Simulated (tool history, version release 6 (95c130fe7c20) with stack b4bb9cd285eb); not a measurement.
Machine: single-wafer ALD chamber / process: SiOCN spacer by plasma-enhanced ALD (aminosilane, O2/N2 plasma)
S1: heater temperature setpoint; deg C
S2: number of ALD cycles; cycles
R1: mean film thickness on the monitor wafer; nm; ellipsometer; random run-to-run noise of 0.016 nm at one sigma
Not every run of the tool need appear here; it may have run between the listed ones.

run 1 hour=0 | S1=405 S2=39 | R1=2.6088
run 2 hour=3.9 | S1=400 S2=39 | R1=2.5954
run 3 hour=12.4 | S1=391 S2=39 | R1=2.646
run 4 hour=14.5 | S1=391 S2=35 | R1=2.3638
run 5 hour=18.1 | S1=391 S2=36 | R1=2.4436
run 6 hour=26.5 | S1=402 S2=36 | R1=2.3833

Expected results for the next run?
run 7 hour=32.1 | S1=402 S2=37 | R1=?

{"run 7": {"R1": 2.4623}}
